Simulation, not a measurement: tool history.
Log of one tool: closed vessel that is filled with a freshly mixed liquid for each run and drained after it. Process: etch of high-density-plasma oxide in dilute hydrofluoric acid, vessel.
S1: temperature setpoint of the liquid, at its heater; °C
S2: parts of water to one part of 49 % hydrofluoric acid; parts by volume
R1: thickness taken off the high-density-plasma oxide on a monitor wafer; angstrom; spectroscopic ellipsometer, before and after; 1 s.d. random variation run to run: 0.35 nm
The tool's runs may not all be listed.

{"run": 1, "day": 0.0, "S1": 24.0, "S2": 235, "time in the liquid (s)": 800, "R1": 242.58}
{"run": 2, "day": 0.192, "S1": 24.0, "S2": 195, "time in the liquid (s)": 800, "R1": 315.8}
{"run": 3, "day": 0.467, "S1": 24.5, "S2": 195, "time in the liquid (s)": 800, "R1": 317.56}
{"run": 4, "day": 0.729, "S1": 25.0, "S2": 195, "time in the liquid (s)": 800, "R1": 318.64}
{"run": 5, "day": 0.933, "S1": 22.5, "S2": 195, "time in the liquid (s)": 800, "R1": 297.36}
{"run": 6, "day": 1.279, "S1": 23.5, "S2": 195, "time in the liquid (s)": 800, "R1": 313.45}
{"run": 7, "day": 1.5, "S1": 24.0, "S2": 195, "time in the liquid (s)": 800, "R1": 312.37}
{"run": 8, "day": 1.696, "S1": 24.5, "S2": 195, "time in the liquid (s)": 800, "R1": 316.52}

The next listed run, before its measurement:
{"run": 9, "day": 1.725, "S1": 25.0, "S2": 195, "time in the liquid (s)": 800, "R1": "?"}

Logged for run 9: R1 324.02 angstrom.
